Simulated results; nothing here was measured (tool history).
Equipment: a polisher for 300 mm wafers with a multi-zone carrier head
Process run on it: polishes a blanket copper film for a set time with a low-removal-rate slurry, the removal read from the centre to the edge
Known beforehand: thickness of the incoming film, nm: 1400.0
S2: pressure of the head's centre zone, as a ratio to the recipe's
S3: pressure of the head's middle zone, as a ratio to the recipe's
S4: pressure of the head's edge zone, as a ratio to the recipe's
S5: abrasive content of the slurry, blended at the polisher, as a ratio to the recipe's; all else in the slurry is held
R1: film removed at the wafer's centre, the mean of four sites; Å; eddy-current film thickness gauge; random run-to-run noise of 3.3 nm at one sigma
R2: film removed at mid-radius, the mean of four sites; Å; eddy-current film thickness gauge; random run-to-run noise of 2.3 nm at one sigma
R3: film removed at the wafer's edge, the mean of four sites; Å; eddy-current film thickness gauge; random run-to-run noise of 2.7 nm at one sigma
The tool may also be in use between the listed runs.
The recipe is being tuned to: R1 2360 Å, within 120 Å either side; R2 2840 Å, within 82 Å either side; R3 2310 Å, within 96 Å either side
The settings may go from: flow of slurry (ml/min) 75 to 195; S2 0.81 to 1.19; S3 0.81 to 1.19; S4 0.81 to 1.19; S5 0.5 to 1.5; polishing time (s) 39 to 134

run 1 hour=0 | flow_of_slurry_(ml/min)=125 S2=1 S3=1 S4=1 S5=1 polishing_time_(s)=86 | R1=2717.3 R2=2811.1 R3=2713.6
run 2 hour=7.9 | flow_of_slurry_(ml/min)=125 S2=1.06 S3=1 S4=1 S5=1 polishing_time_(s)=86 | R1=2900.1 R2=2810.4 R3=2659.2
run 3 hour=9 | flow_of_slurry_(ml/min)=125 S2=1.05 S3=1.01 S4=0.99 S5=1 polishing_time_(s)=86 | R1=2948.2 R2=2850.5 R3=2724.9
run 4 hour=10.2 | flow_of_slurry_(ml/min)=125 S2=1.04 S3=1.03 S4=0.97 S5=0.95 polishing_time_(s)=85 | R1=2856 R2=2861.8 R3=2563.2
run 5 hour=17.9 | flow_of_slurry_(ml/min)=125 S2=1.04 S3=1.03 S4=0.97 S5=0.95 polishing_time_(s)=67 | R1=2225.6 R2=2234.6 R3=2008.1
run 6 hour=19.1 | flow_of_slurry_(ml/min)=130 S2=1.03 S3=1.04 S4=0.98 S5=0.95 polishing_time_(s)=67 | R1=2242 R2=2254.9 R3=2087.4
run 7 hour=27.7 | flow_of_slurry_(ml/min)=135 S2=1.02 S3=1.06 S4=0.97 S5=0.95 polishing_time_(s)=67 | R1=2253.7 R2=2315.4 R3=2066.8
run 8 hour=30.6 | flow_of_slurry_(ml/min)=140 S2=1.01 S3=1.07 S4=0.97 S5=0.95 polishing_time_(s)=67 | R1=2216.4 R2=2376.6 R3=2107.5
run 9 hour=33.7 | flow_of_slurry_(ml/min)=145 S2=1.01 S3=1.08 S4=0.97 S5=0.95 polishing_time_(s)=67 | R1=2198.7 R2=2355.9 R3=2078.6
run 10 hour=34.5 | flow_of_slurry_(ml/min)=145 S2=1.01 S3=1.09 S4=0.97 S5=1 polishing_time_(s)=67 | R1=2285.6 R2=2451.6 R3=2124
run 11 hour=41.6 | flow_of_slurry_(ml/min)=150 S2=1.01 S3=1.1 S4=0.97 S5=1 polishing_time_(s)=67 | R1=2243 R2=2462.7 R3=2053.4
run 12 hour=46.2 | flow_of_slurry_(ml/min)=150 S2=1.01 S3=1.1 S4=0.98 S5=1.05 polishing_time_(s)=67 | R1=2290 R2=2489.2 R3=2150.1
run 13 hour=50.6 | flow_of_slurry_(ml/min)=150 S2=1.01 S3=1.11 S4=0.98 S5=1.05 polishing_time_(s)=67 | R1=2270.2 R2=2474.2 R3=2170.9
run 14 hour=58.8 | flow_of_slurry_(ml/min)=155 S2=1.01 S3=1.12 S4=0.98 S5=1.05 polishing_time_(s)=67 | R1=2296.7 R2=2501.4 R3=2123.6
run 15 hour=65.7 | flow_of_slurry_(ml/min)=155 S2=1 S3=1.13 S4=0.98 S5=1.05 polishing_time_(s)=67 | R1=2258.7 R2=2568.6 R3=2135.6
run 16 hour=72.5 | flow_of_slurry_(ml/min)=190 S2=0.97 S3=1.16 S4=1.03 S5=1.1 polishing_time_(s)=67 | R1=2349.5 R2=2715.9 R3=2303.8

Pick the move, out of 5, that brings all results within their allowed miss; only one does.
run A hour=79.3 | flow_of_slurry_(ml/min)=195 S2=0.97 S3=1.17 S4=0.99 S5=1.1 polishing_time_(s)=69 | R1=? R2=? R3=?
run B hour=79.3 | flow_of_slurry_(ml/min)=195 S2=1.03 S3=1.1 S4=0.96 S5=1.15 polishing_time_(s)=68 | R1=? R2=? R3=?
run C hour=79.3 | flow_of_slurry_(ml/min)=190 S2=0.97 S3=1.09 S4=1.07 S5=1.05 polishing_time_(s)=67 | R1=? R2=? R3=?
run D hour=79.3 | flow_of_slurry_(ml/min)=195 S2=0.97 S3=1.09 S4=1.02 S5=1.1 polishing_time_(s)=69 | R1=? R2=? R3=?
run E hour=79.3 | flow_of_slurry_(ml/min)=145 S2=1.04 S3=1.13 S4=1.13 S5=1.2 polishing_time_(s)=66 | R1=? R2=? R3=?

move=A R1=2381.2 R2=2868.4 R3=2326.1
move=B R1=2516.9 R2=2707 R3=2283.9
move=C R1=2277.9 R2=2584.2 R3=2318.5
move=D R1=2379.8 R2=2698.8 R3=2362.5
move=E R1=2373.8 R2=2600.6 R3=2350.7
A: all results land within tolerance of their targets
B: lands further from the targets than the last run did
C: lands further from the targets than the last run did
D: lands further from the targets than the last run did
E: lands further from the targets than the last run did
A is the move that brings every result within its allowed miss.
